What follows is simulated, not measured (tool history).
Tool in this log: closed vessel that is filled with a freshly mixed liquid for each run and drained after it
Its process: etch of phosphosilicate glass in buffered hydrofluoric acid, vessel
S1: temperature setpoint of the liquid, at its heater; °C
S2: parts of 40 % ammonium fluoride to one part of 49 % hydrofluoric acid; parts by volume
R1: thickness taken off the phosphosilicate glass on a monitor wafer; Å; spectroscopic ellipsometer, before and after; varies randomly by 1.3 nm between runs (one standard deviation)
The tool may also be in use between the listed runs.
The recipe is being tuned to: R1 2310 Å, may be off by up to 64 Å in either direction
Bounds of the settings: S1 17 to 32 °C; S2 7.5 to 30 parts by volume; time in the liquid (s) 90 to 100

{"run": 1, "hour": 0.0, "S1": 24, "S2": 21, "time in the liquid (s)": 90, "R1": 1560.6}
{"run": 2, "hour": 7.4, "S1": 25.5, "S2": 21, "time in the liquid (s)": 90, "R1": 1677.7}
{"run": 3, "hour": 11.9, "S1": 27, "S2": 21, "time in the liquid (s)": 90, "R1": 1807.4}
{"run": 4, "hour": 18.3, "S1": 28, "S2": 21, "time in the liquid (s)": 90, "R1": 1922.1}
{"run": 5, "hour": 23.2, "S1": 29, "S2": 21, "time in the liquid (s)": 90, "R1": 2033.6}
{"run": 6, "hour": 27.5, "S1": 29, "S2": 21, "time in the liquid (s)": 90, "R1": 1999.4}
{"run": 7, "hour": 32.7, "S1": 29.5, "S2": 21, "time in the liquid (s)": 90, "R1": 2085.9}
{"run": 8, "hour": 33.8, "S1": 30, "S2": 21, "time in the liquid (s)": 90, "R1": 2131.4}
{"run": 9, "hour": 36.2, "S1": 30.5, "S2": 21, "time in the liquid (s)": 90, "R1": 2186}

Exactly one of the 4 candidate moves below puts every result within its allowed miss. Which one?
{"run": "A", "hour": 38.6, "S1": 28, "S2": 20, "time in the liquid (s)": 90, "R1": "?"}
{"run": "B", "hour": 38.6, "S1": 31, "S2": 22, "time in the liquid (s)": 90, "R1": "?"}
{"run": "C", "hour": 38.6, "S1": 29, "S2": 24, "time in the liquid (s)": 100, "R1": "?"}
{"run": "D", "hour": 38.6, "S1": 30.5, "S2": 19.5, "time in the liquid (s)": 90, "R1": "?"}

move=A R1=1978.3
move=B R1=2172.7
move=C R1=2046.4
move=D R1=2315.5
A: lands further from the targets than the last run did
B: lands further from the targets than the last run did
C: lands further from the targets than the last run did
D: hits every target within its allowed miss
The move that meets every target is D.
